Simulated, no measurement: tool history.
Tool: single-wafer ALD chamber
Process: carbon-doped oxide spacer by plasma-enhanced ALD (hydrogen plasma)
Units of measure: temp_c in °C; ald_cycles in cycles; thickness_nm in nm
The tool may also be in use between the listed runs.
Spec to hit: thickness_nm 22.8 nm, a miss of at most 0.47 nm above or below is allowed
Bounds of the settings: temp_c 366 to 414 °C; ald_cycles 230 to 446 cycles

run    day  temp_c  ald_cycles  thickness_nm
  1      0     390         338         18.05
  2  0.129     395         338        18.319
  3  0.192     396         351        18.887
  4  0.433     396         364        19.556
  5  0.625     406         364        18.923
  6  0.808     406         324        16.864
  7  1.075     406         324        17.038
  8  1.096     406         378        19.508
     1.458  -- thermocouple changed; heater temperature recalibrated
  9  1.458     403         386         20.66
 10  1.479     401         390        20.851

Which of these 5 next moves meets every target?
  A  1.5     409         354             ?
  B  1.5     414         440             ?
  C  1.5     395         442             ?
  D  1.5     396         334             ?
  E  1.5     403         348             ?

move  thickness_nm
   A        18.542
   B        22.725
   C        23.669
   D        17.886
   E        18.533
A: moves away from the targets compared with the last run
B: all results land within tolerance of their targets
C: the result that was furthest off in the last run now lies on the other side of its target
D: moves away from the targets compared with the last run
E: moves away from the targets compared with the last run
Go with B: it meets all targets.
